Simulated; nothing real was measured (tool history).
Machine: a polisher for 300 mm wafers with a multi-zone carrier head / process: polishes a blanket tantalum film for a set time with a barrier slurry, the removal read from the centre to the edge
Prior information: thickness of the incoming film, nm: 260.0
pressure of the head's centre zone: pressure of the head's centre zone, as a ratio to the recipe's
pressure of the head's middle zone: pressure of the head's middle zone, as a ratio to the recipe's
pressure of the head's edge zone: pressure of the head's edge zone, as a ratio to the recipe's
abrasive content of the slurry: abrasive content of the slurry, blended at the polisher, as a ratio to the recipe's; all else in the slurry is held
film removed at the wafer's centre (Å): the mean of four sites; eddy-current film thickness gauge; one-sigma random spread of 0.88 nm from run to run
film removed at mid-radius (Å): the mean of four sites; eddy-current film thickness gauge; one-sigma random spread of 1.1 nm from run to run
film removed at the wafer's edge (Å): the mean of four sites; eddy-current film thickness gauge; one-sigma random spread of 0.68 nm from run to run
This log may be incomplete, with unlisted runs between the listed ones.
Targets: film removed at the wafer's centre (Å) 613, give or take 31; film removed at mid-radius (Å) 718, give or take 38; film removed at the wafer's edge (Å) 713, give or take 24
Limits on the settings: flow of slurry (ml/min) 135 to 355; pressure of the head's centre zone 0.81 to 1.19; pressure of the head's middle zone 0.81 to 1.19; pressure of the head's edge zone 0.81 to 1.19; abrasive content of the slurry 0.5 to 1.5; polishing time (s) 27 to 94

| run | hour | flow of slurry (ml/min) | pressure of the head's centre zone | pressure of the head's middle zone | pressure of the head's edge zone | abrasive content of the slurry | polishing time (s) | film removed at the wafer's centre (Å) | film removed at mid-radius (Å) | film removed at the wafer's edge (Å) |
|---|---|---|---|---|---|---|---|---|---|---|
| 1 | 0 | 225 | 1 | 1 | 1 | 1 | 60 | 894.25 | 917.03 | 876.91 |
| 2 | 3.8 | 220 | 0.97 | 0.99 | 0.99 | 0.9 | 59 | 843.53 | 872.07 | 839.83 |
| 3 | 6.1 | 185 | 0.97 | 0.99 | 0.99 | 0.9 | 59 | 797.12 | 845.32 | 835.16 |
| 4 | 9.2 | 180 | 0.95 | 0.99 | 0.98 | 0.8 | 58 | 758.08 | 801.53 | 787.75 |
| 5 | 12.7 | 175 | 0.93 | 0.99 | 0.98 | 0.75 | 58 | 726.89 | 788.81 | 778.25 |
| 6 | 18.6 | 175 | 0.93 | 0.99 | 0.9 | 0.75 | 58 | 739.83 | 766.13 | 749.87 |
| 7 | 25.8 | 170 | 0.91 | 0.99 | 0.9 | 0.7 | 58 | 695.33 | 752.75 | 745.01 |
| 8 | 33.3 | 170 | 0.9 | 0.99 | 0.9 | 0.7 | 58 | 693.03 | 778.93 | 747.32 |
| 9 | 34.5 | 155 | 0.82 | 0.92 | 0.91 | 0.55 | 57 | 575.73 | 661.38 | 696.12 |
| 10 | 37.1 | 155 | 0.82 | 0.92 | 0.91 | 0.55 | 57 | 594.05 | 664.97 | 688.51 |

Next run, 4 choices. One meets every target within its allowed miss, the rest don't. Which?
| A | 39.7 | 235 | 0.99 | 1.19 | 0.84 | 0.6 | 49 | ? | ? | ? |
| B | 39.7 | 155 | 0.9 | 0.9 | 0.95 | 0.55 | 54 | ? | ? | ? |
| C | 39.7 | 160 | 0.84 | 0.96 | 0.87 | 0.55 | 59 | ? | ? | ? |
| D | 39.7 | 150 | 0.89 | 0.89 | 0.97 | 0.5 | 57 | ? | ? | ? |

| move | film removed at the wafer's centre (Å) | film removed at mid-radius (Å) | film removed at the wafer's edge (Å) |
|---|---|---|---|
| A | 662.09 | 777.51 | 618.43 |
| B | 610.95 | 628.63 | 674.85 |
| C | 626.21 | 728.56 | 715.63 |
| D | 621.09 | 640.81 | 700.92 |
A: takes the result that was furthest off past its target
B: the biggest miss grows against the last run
C: meets every target
D: the biggest miss grows against the last run
Answer: C
